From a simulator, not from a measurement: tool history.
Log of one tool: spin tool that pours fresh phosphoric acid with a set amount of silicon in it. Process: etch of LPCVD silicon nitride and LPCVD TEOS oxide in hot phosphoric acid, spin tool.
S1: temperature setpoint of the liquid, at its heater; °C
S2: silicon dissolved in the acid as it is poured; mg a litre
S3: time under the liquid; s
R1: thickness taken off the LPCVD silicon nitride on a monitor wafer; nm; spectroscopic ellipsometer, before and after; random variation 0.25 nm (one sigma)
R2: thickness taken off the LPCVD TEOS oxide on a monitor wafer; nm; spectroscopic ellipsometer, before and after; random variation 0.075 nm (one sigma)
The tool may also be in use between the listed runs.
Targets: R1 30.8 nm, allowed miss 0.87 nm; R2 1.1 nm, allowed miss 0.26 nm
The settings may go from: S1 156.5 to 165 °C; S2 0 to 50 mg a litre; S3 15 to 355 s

run	day	S1	S2	S3	R1	R2
1	0	160	30	180	18.098	0.32211
2	0.204	161.5	30	180	19.074	0.39947
3	0.517	163.5	30	180	20.203	0.4489
4	0.604	164.5	30	180	21.013	0.52774
5	0.788	165	30	180	21.087	0.51372
6	1.062	164	30	180	20.456	0.45238
7	1.308	164	28.5	190	21.576	0.5738
8	1.683	164	28	200	22.831	0.61564
9	1.812	164	27.5	205	23.292	0.60801
10	2.175	164	26.5	210	24.081	0.62607
11	2.483	164	25.5	215	24.653	0.63976
12	2.654	164	24	220	25.026	0.66131
13	2.712	164	22.5	225	25.82	0.72547

4 next moves are on the table. One of them brings every result within its allowed miss. Which?
A	2.771	161.5	28.5	310	?	?
B	2.771	165	16	260	?	?
C	2.771	164	17.5	290	?	?
D	2.771	163.5	29	185	?	?

move	R1	R2
A	32.79	0.66913
B	30.878	1.0664
C	33.326	1.0636
D	20.911	0.4536
A: takes the result that was furthest off past its target
B: meets every target
C: takes the result that was furthest off past its target
D: further off than the last run
Answer: B
